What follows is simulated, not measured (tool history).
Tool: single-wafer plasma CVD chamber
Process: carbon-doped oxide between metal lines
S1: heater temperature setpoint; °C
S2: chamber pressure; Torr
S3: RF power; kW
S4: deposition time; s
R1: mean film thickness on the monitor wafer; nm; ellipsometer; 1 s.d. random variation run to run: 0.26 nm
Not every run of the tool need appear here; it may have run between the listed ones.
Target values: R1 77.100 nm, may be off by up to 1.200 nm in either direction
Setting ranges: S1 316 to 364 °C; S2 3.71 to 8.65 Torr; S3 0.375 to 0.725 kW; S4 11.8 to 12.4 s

Run 1, day 0.000: S1 340 °C, S2 6.18 Torr, S3 0.550 kW, S4 12.4 s. Result: R1 71.520 nm.
Run 2, day 0.092: S1 336 °C, S2 6.41 Torr, S3 0.555 kW, S4 12.4 s. Result: R1 72.937 nm.
Run 3, day 0.296: S1 336 °C, S2 6.00 Torr, S3 0.555 kW, S4 12.4 s. Result: R1 72.389 nm.
Run 4, day 0.558: S1 333 °C, S2 6.24 Torr, S3 0.560 kW, S4 12.4 s. Result: R1 74.059 nm.
Run 5, day 0.771: S1 333 °C, S2 6.24 Torr, S3 0.560 kW, S4 12.4 s. Result: R1 74.036 nm.
At day 0.950: thermocouple changed; heater temperature recalibrated.
Run 6, day 0.950: S1 331 °C, S2 6.35 Torr, S3 0.560 kW, S4 12.4 s. Result: R1 73.656 nm.
Run 7, day 1.279: S1 330 °C, S2 6.40 Torr, S3 0.570 kW, S4 12.4 s. Result: R1 74.491 nm.
Run 8, day 1.617: S1 329 °C, S2 6.43 Torr, S3 0.580 kW, S4 12.4 s. Result: R1 75.833 nm.

Exactly one of the 5 candidate moves below puts every result within its allowed miss. Which one?
Run A, day 1.954: S1 326 °C, S2 4.98 Torr, S3 0.550 kW, S4 12.4 s. Result: R1 ?.
Run B, day 1.954: S1 326 °C, S2 6.28 Torr, S3 0.555 kW, S4 12.2 s. Result: R1 ?.
Run C, day 1.954: S1 328 °C, S2 6.69 Torr, S3 0.600 kW, S4 12.3 s. Result: R1 ?.
Run D, day 1.954: S1 326 °C, S2 6.33 Torr, S3 0.570 kW, S4 12.0 s. Result: R1 ?.
Run E, day 1.954: S1 333 °C, S2 6.50 Torr, S3 0.580 kW, S4 12.3 s. Result: R1 ?.

move      R1
   A  73.098
   B  73.737
   C  77.348
   D  73.679
   E  74.244
A: the biggest miss grows against the last run
B: the biggest miss grows against the last run
C: all results in spec
D: the biggest miss grows against the last run
E: the biggest miss grows against the last run
Answer: C

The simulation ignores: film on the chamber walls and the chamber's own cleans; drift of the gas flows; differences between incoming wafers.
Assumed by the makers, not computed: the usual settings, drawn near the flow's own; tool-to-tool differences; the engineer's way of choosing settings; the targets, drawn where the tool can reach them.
